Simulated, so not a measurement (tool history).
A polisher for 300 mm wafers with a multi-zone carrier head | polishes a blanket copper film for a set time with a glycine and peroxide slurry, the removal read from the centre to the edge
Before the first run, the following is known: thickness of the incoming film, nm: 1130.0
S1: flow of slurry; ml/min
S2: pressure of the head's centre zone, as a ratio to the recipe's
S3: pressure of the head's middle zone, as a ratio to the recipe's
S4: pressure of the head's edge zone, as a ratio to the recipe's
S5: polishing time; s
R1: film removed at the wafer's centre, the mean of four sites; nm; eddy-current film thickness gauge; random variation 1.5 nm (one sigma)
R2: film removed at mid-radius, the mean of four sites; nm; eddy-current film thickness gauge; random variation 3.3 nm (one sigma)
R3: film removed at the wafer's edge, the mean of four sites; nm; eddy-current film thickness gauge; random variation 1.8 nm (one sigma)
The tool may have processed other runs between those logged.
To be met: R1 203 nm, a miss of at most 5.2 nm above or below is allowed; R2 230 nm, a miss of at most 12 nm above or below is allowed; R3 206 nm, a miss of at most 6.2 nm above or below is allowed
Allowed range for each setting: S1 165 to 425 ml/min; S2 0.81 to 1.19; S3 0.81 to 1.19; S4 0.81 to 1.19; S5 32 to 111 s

{"run": 1, "hour": 0.0, "S1": 275, "S2": 1, "S3": 1, "S4": 1, "S5": 71, "R1": 386.4, "R2": 383.94, "R3": 381.92}
{"run": 2, "hour": 1.1, "S1": 270, "S2": 0.98, "S3": 1.01, "S4": 0.97, "S5": 64, "R1": 342.34, "R2": 337.3, "R3": 338.53}
{"run": 3, "hour": 8.8, "S1": 270, "S2": 0.98, "S3": 1.01, "S4": 0.97, "S5": 72, "R1": 382.63, "R2": 397.13, "R3": 381.02}
{"run": 4, "hour": 16.0, "S1": 270, "S2": 1.05, "S3": 1.01, "S4": 0.97, "S5": 72, "R1": 399.67, "R2": 391.19, "R3": 380.01}
{"run": 5, "hour": 24.0, "S1": 330, "S2": 1.05, "S3": 1.01, "S4": 0.97, "S5": 72, "R1": 416.4, "R2": 398.89, "R3": 385.89}
{"run": 6, "hour": 24.7, "S1": 330, "S2": 1.05, "S3": 1.01, "S4": 0.97, "S5": 66, "R1": 384.13, "R2": 364.64, "R3": 357.44}
{"run": 7, "hour": 33.4, "S1": 315, "S2": 1.01, "S3": 1.03, "S4": 0.94, "S5": 60, "R1": 333.93, "R2": 332.43, "R3": 322.03}
{"run": 8, "hour": 39.8, "S1": 305, "S2": 1, "S3": 1.05, "S4": 0.92, "S5": 55, "R1": 299.72, "R2": 312.54, "R3": 288.4}
{"run": 9, "hour": 47.5, "S1": 295, "S2": 0.98, "S3": 1.05, "S4": 0.9, "S5": 52, "R1": 279.18, "R2": 290.62, "R3": 273.75}
{"run": 10, "hour": 50.6, "S1": 285, "S2": 0.97, "S3": 1.06, "S4": 0.88, "S5": 49, "R1": 259.53, "R2": 284.7, "R3": 257.23}
{"run": 11, "hour": 55.2, "S1": 280, "S2": 0.96, "S3": 1.06, "S4": 0.87, "S5": 47, "R1": 247.4, "R2": 264.7, "R3": 237.72}
{"run": 12, "hour": 58.5, "S1": 265, "S2": 0.93, "S3": 1.05, "S4": 0.86, "S5": 47, "R1": 238.06, "R2": 263.89, "R3": 241.65}
{"run": 13, "hour": 60.1, "S1": 255, "S2": 0.93, "S3": 1.05, "S4": 0.85, "S5": 46, "R1": 231.04, "R2": 254.87, "R3": 232.47}
{"run": 14, "hour": 63.0, "S1": 245, "S2": 0.93, "S3": 1.05, "S4": 0.84, "S5": 45, "R1": 224.66, "R2": 247.45, "R3": 228.79}
{"run": 15, "hour": 70.7, "S1": 260, "S2": 0.92, "S3": 1.08, "S4": 0.81, "S5": 37, "R1": 184.11, "R2": 216.49, "R3": 182.56}
{"run": 16, "hour": 77.8, "S1": 265, "S2": 0.92, "S3": 1.08, "S4": 0.83, "S5": 37, "R1": 186.65, "R2": 212.76, "R3": 184.27}
{"run": 17, "hour": 82.1, "S1": 265, "S2": 0.92, "S3": 1.07, "S4": 0.83, "S5": 38, "R1": 189.65, "R2": 217.21, "R3": 191.83}
{"run": 18, "hour": 87.7, "S1": 265, "S2": 0.92, "S3": 1.07, "S4": 0.84, "S5": 38, "R1": 188.97, "R2": 216.14, "R3": 190.12}
{"run": 19, "hour": 91.8, "S1": 265, "S2": 0.92, "S3": 1.07, "S4": 0.84, "S5": 39, "R1": 195.51, "R2": 220.02, "R3": 196.48}

Which single option among these 5 for the next run brings every result within its allowed miss of target? Just one does.
{"run": "A", "hour": 95.9, "S1": 250, "S2": 0.88, "S3": 1.01, "S4": 0.95, "S5": 42, "R1": "?", "R2": "?", "R3": "?"}
{"run": "B", "hour": 95.9, "S1": 210, "S2": 0.98, "S3": 1.12, "S4": 0.81, "S5": 39, "R1": "?", "R2": "?", "R3": "?"}
{"run": "C", "hour": 95.9, "S1": 310, "S2": 0.86, "S3": 0.99, "S4": 0.87, "S5": 42, "R1": "?", "R2": "?", "R3": "?"}
{"run": "D", "hour": 95.9, "S1": 260, "S2": 0.91, "S3": 1.06, "S4": 0.82, "S5": 41, "R1": "?", "R2": "?", "R3": "?"}
{"run": "E", "hour": 95.9, "S1": 280, "S2": 0.96, "S3": 1.09, "S4": 0.81, "S5": 37, "R1": "?", "R2": "?", "R3": "?"}

move=A R1=200.17 R2=227.81 R3=218.78
move=B R1=200.82 R2=226.7 R3=189.74
move=C R1=200.42 R2=228.52 R3=215.62
move=D R1=202.33 R2=232.59 R3=203.8
move=E R1=193.17 R2=216.42 R3=184.1
A: takes the biggest miss from the last run beyond its target
B: its largest miss is bigger than the last run's
C: takes the biggest miss from the last run beyond its target
D: every result lands within tolerance
E: its largest miss is bigger than the last run's
Go with D: it meets all targets.
